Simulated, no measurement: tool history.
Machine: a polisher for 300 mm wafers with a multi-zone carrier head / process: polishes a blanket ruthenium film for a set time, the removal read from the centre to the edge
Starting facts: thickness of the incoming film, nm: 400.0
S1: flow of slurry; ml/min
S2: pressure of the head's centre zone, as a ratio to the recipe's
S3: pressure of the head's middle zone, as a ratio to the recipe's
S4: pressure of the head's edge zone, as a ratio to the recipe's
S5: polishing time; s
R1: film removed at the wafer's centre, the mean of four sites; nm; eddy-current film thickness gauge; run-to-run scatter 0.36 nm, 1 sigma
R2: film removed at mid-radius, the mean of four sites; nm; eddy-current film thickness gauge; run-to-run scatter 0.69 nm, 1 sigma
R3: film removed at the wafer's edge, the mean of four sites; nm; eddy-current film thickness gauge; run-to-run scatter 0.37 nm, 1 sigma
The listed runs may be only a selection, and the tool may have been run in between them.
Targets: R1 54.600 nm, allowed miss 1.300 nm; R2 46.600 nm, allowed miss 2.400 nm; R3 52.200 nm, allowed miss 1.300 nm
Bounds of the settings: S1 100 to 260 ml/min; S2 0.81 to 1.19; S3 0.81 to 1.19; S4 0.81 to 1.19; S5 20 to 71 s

run 1 hour=0.0 | S1=165 S2=1.00 S3=1.00 S4=1.00 S5=45 | R1=42.564 R2=41.968 R3=42.049
run 2 hour=3.1 | S1=170 S2=1.01 S3=1.00 S4=1.02 S5=45 | R1=42.750 R2=43.179 R3=42.392
run 3 hour=9.9 | S1=170 S2=1.01 S3=1.00 S4=1.02 S5=37 | R1=34.910 R2=34.491 R3=35.136
run 4 hour=14.6 | S1=175 S2=1.02 S3=0.99 S4=1.04 S5=38 | R1=36.061 R2=35.204 R3=36.439
run 5 hour=22.5 | S1=190 S2=1.02 S3=0.99 S4=1.04 S5=38 | R1=36.519 R2=36.216 R3=36.702
run 6 hour=28.7 | S1=190 S2=1.02 S3=0.99 S4=0.96 S5=38 | R1=36.808 R2=36.604 R3=35.977
run 7 hour=31.7 | S1=195 S2=1.03 S3=0.98 S4=0.98 S5=39 | R1=38.350 R2=36.243 R3=36.939
run 8 hour=34.4 | S1=200 S2=1.03 S3=0.98 S4=1.00 S5=40 | R1=39.211 R2=36.102 R3=38.158
run 9 hour=42.8 | S1=205 S2=1.03 S3=0.99 S4=1.01 S5=41 | R1=40.685 R2=38.074 R3=39.974
run 10 hour=49.2 | S1=210 S2=1.04 S3=1.00 S4=1.02 S5=42 | R1=42.213 R2=39.606 R3=40.706
run 11 hour=53.2 | S1=215 S2=1.04 S3=1.00 S4=1.03 S5=43 | R1=42.862 R2=39.695 R3=41.877
run 12 hour=58.0 | S1=220 S2=1.05 S3=1.00 S4=1.04 S5=44 | R1=44.774 R2=43.488 R3=43.121
run 13 hour=66.7 | S1=225 S2=1.05 S3=0.99 S4=1.05 S5=45 | R1=45.211 R2=42.431 R3=44.170
run 14 hour=67.3 | S1=230 S2=1.06 S3=0.98 S4=1.06 S5=46 | R1=47.353 R2=44.460 R3=45.462
run 15 hour=76.2 | S1=235 S2=1.06 S3=0.96 S4=1.07 S5=47 | R1=48.326 R2=44.912 R3=47.026
run 16 hour=81.5 | S1=235 S2=1.06 S3=0.96 S4=1.07 S5=47 | R1=48.465 R2=44.146 R3=46.901
run 17 hour=88.2 | S1=235 S2=1.06 S3=0.95 S4=1.08 S5=47 | R1=48.085 R2=44.514 R3=46.887
run 18 hour=90.7 | S1=235 S2=1.06 S3=0.95 S4=1.08 S5=47 | R1=48.400 R2=43.543 R3=47.305

Which single option among these 5 for the next run brings every result within its allowed miss of target? Just one does.
run A hour=93.2 | S1=260 S2=1.17 S3=0.85 S4=1.00 S5=52 | R1=? R2=? R3=?
run B hour=93.2 | S1=245 S2=1.19 S3=0.81 S4=1.08 S5=52 | R1=? R2=? R3=?
run C hour=93.2 | S1=245 S2=1.06 S3=0.89 S4=1.04 S5=53 | R1=? R2=? R3=?
run D hour=93.2 | S1=230 S2=1.03 S3=0.81 S4=1.06 S5=55 | R1=? R2=? R3=?
run E hour=93.2 | S1=260 S2=0.91 S3=0.94 S4=1.05 S5=54 | R1=? R2=? R3=?

move=A R1=58.051 R2=43.624 R3=50.899
move=B R1=58.473 R2=41.692 R3=52.473
move=C R1=54.317 R2=45.939 R3=52.528
move=D R1=54.687 R2=43.857 R3=54.781
move=E R1=49.421 R2=49.292 R3=53.941
A: pushes the last run's worst result past its target
B: pushes the last run's worst result past its target
C: each result inside its tolerance
D: gets the furthest-off result to its target, but another result is out of tolerance
E: nearer than the last run, and not there yet
Answer: C
